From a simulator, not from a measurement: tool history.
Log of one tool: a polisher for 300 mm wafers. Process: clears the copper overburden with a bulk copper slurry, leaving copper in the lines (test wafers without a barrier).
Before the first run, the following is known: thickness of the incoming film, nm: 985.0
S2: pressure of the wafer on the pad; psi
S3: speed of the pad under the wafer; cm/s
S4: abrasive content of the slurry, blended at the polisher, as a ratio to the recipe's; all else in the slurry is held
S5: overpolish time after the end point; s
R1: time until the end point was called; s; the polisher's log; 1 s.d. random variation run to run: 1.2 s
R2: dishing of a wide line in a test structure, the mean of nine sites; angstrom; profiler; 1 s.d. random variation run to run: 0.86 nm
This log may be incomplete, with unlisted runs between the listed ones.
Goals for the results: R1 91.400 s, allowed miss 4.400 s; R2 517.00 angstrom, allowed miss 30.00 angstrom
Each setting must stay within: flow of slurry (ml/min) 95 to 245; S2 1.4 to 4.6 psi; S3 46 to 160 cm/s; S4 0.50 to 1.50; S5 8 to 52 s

run 1 day=0.000 | flow_of_slurry_(ml/min)=155 S2=3.0 S3=102 S4=1.00 S5=26 | R1=116.240 R2=481.65
run 2 day=0.142 | flow_of_slurry_(ml/min)=155 S2=3.2 S3=102 S4=1.00 S5=26 | R1=108.650 R2=493.45
run 3 day=0.292 | flow_of_slurry_(ml/min)=155 S2=2.6 S3=102 S4=1.00 S5=26 | R1=131.750 R2=474.83
run 4 day=0.346 | flow_of_slurry_(ml/min)=155 S2=2.0 S3=102 S4=1.00 S5=26 | R1=163.070 R2=456.04
run 5 day=0.638 | flow_of_slurry_(ml/min)=155 S2=2.5 S3=102 S4=1.00 S5=26 | R1=136.190 R2=468.90
run 6 day=0.704 | flow_of_slurry_(ml/min)=155 S2=2.5 S3=122 S4=1.00 S5=26 | R1=112.910 R2=475.71
run 7 day=0.746 | flow_of_slurry_(ml/min)=155 S2=2.7 S3=122 S4=1.00 S5=29 | R1=108.290 R2=483.59
run 8 day=0.967 | flow_of_slurry_(ml/min)=155 S2=2.9 S3=122 S4=1.00 S5=31 | R1=102.010 R2=504.37
run 9 day=1.100 | flow_of_slurry_(ml/min)=155 S2=3.0 S3=122 S4=1.00 S5=31 | R1=98.799 R2=507.16

Exercise: of the 5 proposed moves below, exactly one satisfies all targets within the stated allowed misses. Which move is it?
run A day=1.233 | flow_of_slurry_(ml/min)=140 S2=3.1 S3=112 S4=0.95 S5=40 | R1=? R2=?
run B day=1.233 | flow_of_slurry_(ml/min)=150 S2=3.2 S3=126 S4=1.05 S5=52 | R1=? R2=?
run C day=1.233 | flow_of_slurry_(ml/min)=190 S2=2.9 S3=112 S4=0.75 S5=52 | R1=? R2=?
run D day=1.233 | flow_of_slurry_(ml/min)=240 S2=2.9 S3=116 S4=0.90 S5=52 | R1=? R2=?
run E day=1.233 | flow_of_slurry_(ml/min)=150 S2=2.9 S3=124 S4=1.00 S5=43 | R1=? R2=?

move=A R1=104.600 R2=504.50
move=B R1=87.989 R2=508.15
move=C R1=109.100 R2=499.98
move=D R1=99.165 R2=500.10
move=E R1=97.851 R2=499.79
A: further off than the last run
B: all results land within tolerance of their targets
C: further off than the last run
D: no better and no worse than the last run
E: closer than the last run, but not yet in spec
Go with B: it meets all targets.

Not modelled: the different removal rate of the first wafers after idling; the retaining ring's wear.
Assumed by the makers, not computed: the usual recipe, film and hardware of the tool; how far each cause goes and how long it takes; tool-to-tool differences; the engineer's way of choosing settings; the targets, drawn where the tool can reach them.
